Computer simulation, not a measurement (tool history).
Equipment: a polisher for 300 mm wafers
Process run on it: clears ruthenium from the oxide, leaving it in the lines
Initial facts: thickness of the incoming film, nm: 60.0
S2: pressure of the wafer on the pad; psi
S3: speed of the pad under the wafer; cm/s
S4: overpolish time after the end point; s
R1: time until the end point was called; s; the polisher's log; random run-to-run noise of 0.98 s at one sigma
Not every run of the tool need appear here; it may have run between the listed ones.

{"run": 1, "hour": 0.0, "flow of slurry (ml/min)": 315, "S2": 1.4, "S3": 108, "S4": 8, "R1": 57.751}
{"run": 2, "hour": 6.3, "flow of slurry (ml/min)": 315, "S2": 1.4, "S3": 108, "S4": 8, "R1": 58.399}
{"run": 3, "hour": 9.1, "flow of slurry (ml/min)": 375, "S2": 1.4, "S3": 108, "S4": 8, "R1": 58.352}
{"run": 4, "hour": 13.0, "flow of slurry (ml/min)": 375, "S2": 1.4, "S3": 118, "S4": 8, "R1": 52.309}
{"run": 5, "hour": 16.3, "flow of slurry (ml/min)": 440, "S2": 1.4, "S3": 118, "S4": 8, "R1": 52.353}
{"run": 6, "hour": 23.4, "flow of slurry (ml/min)": 440, "S2": 1.2, "S3": 118, "S4": 8, "R1": 60.294}
{"run": 7, "hour": 28.9, "flow of slurry (ml/min)": 440, "S2": 1.1, "S3": 118, "S4": 8, "R1": 64.822}
{"run": 8, "hour": 36.2, "flow of slurry (ml/min)": 440, "S2": 1, "S3": 118, "S4": 8, "R1": 71.471}
{"run": 9, "hour": 41.0, "flow of slurry (ml/min)": 440, "S2": 0.7, "S3": 118, "S4": 8, "R1": 103.01}
{"run": 10, "hour": 42.3, "flow of slurry (ml/min)": 445, "S2": 0.7, "S3": 118, "S4": 8, "R1": 101.21}

What will run 11 give?
{"run": 11, "hour": 49.4, "flow of slurry (ml/min)": 450, "S2": 0.7, "S3": 118, "S4": 8, "R1": "?"}

R1: 102.63 s
